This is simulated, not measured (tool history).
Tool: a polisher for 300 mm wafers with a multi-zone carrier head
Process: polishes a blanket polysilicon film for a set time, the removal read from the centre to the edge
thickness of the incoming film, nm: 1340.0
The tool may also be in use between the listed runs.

| run | hour | flow of slurry (ml/min) | pressure of the head's centre zone | pressure of the head's middle zone | pressure of the head's edge zone | polishing time (s) | film removed at the wafer's centre (Å) | film removed at mid-radius (Å) | film removed at the wafer's edge (Å) |
|---|---|---|---|---|---|---|---|---|---|
| 1 | 0 | 200 | 1 | 1 | 1 | 52 | 5154.3 | 5108.8 | 5394.3 |
| 2 | 0.9 | 220 | 1.05 | 1.01 | 1.03 | 54 | 5719.7 | 5442.1 | 5785.5 |
| 3 | 4.4 | 220 | 1.05 | 1.05 | 1.03 | 54 | 5667.5 | 5672 | 5667.3 |
| 4 | 5.4 | 220 | 1.05 | 1.05 | 1.03 | 44 | 4701.9 | 4572.6 | 4594.4 |
| 5 | 6.5 | 220 | 0.98 | 1.05 | 1.03 | 44 | 4324.2 | 4546.6 | 4603.9 |
| 6 | 7.7 | 220 | 0.98 | 1.01 | 1.03 | 44 | 4353.7 | 4467.4 | 4584.8 |
| 7 | 13.6 | 230 | 1.04 | 1.01 | 1.03 | 48 | 5040.6 | 4849.6 | 5112.8 |

The next listed run, before its measurement:
| 8 | 15.4 | 235 | 1.08 | 1.01 | 1.02 | 51 | ? | ? | ? |

{"run 8": {"film removed at the wafer's centre (Å)": 5633.8, "film removed at mid-radius (Å)": 5152.8, "film removed at the wafer's edge (Å)": 5365.7}}
